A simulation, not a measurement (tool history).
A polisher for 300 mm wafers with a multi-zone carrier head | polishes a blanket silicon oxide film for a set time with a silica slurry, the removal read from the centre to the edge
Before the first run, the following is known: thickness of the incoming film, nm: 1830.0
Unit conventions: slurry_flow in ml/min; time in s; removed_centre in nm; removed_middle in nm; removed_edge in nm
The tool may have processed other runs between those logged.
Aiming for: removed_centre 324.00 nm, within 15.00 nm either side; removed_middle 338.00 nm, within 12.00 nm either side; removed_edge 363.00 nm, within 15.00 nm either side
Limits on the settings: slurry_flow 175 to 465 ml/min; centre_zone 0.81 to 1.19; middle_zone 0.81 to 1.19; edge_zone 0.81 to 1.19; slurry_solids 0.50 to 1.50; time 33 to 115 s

| run | hour | slurry_flow | centre_zone | middle_zone | edge_zone | slurry_solids | time | removed_centre | removed_middle | removed_edge |
|---|---|---|---|---|---|---|---|---|---|---|
| 1 | 0.0 | 295 | 1.00 | 1.00 | 1.00 | 1.00 | 73 | 265.46 | 268.20 | 278.12 |
| 2 | 4.3 | 295 | 1.05 | 1.00 | 1.00 | 1.00 | 73 | 282.16 | 266.46 | 277.20 |
| 3 | 12.8 | 295 | 1.05 | 1.00 | 1.00 | 1.00 | 87 | 330.95 | 321.64 | 339.10 |
| 4 | 19.7 | 295 | 1.04 | 1.00 | 1.01 | 1.00 | 87 | 324.76 | 316.46 | 331.25 |
| 5 | 28.0 | 295 | 1.04 | 1.03 | 1.01 | 1.00 | 87 | 333.07 | 330.68 | 335.03 |
| 6 | 34.4 | 295 | 1.03 | 1.03 | 1.02 | 1.00 | 87 | 326.30 | 330.53 | 343.66 |
|  | 39.6 | edge zone pressure recalibrated |
| 7 | 39.6 | 295 | 1.03 | 1.03 | 1.03 | 1.00 | 87 | 325.19 | 334.50 | 321.16 |
| 8 | 44.9 | 295 | 1.03 | 1.03 | 1.03 | 1.00 | 87 | 328.86 | 325.79 | 322.53 |
| 9 | 50.2 | 295 | 1.03 | 1.03 | 1.01 | 1.00 | 87 | 326.64 | 326.82 | 317.62 |
| 10 | 52.9 | 295 | 1.03 | 1.03 | 1.03 | 1.00 | 87 | 324.33 | 323.46 | 313.85 |

Which of these 4 next moves meets every target?
| A | 55.6 | 295 | 0.99 | 1.02 | 1.03 | 1.05 | 88 | ? | ? | ? |
| B | 55.6 | 280 | 1.03 | 1.06 | 1.04 | 0.85 | 95 | ? | ? | ? |
| C | 55.6 | 190 | 1.09 | 0.92 | 1.19 | 1.15 | 90 | ? | ? | ? |
| D | 55.6 | 275 | 0.93 | 0.94 | 1.06 | 1.15 | 90 | ? | ? | ? |

| move | removed_centre | removed_middle | removed_edge |
|---|---|---|---|
| A | 325.77 | 340.54 | 331.93 |
| B | 323.53 | 335.79 | 318.63 |
| C | 357.46 | 313.14 | 364.67 |
| D | 324.06 | 337.38 | 358.23 |
A: nearer the targets than the last run, but a result is still out of spec
B: nearer the targets than the last run, but a result is still out of spec
C: corrects the largest miss of the last run, while another result sits out of spec
D: every result within its allowed miss
So the answer is move D, the one that meets all the targets.
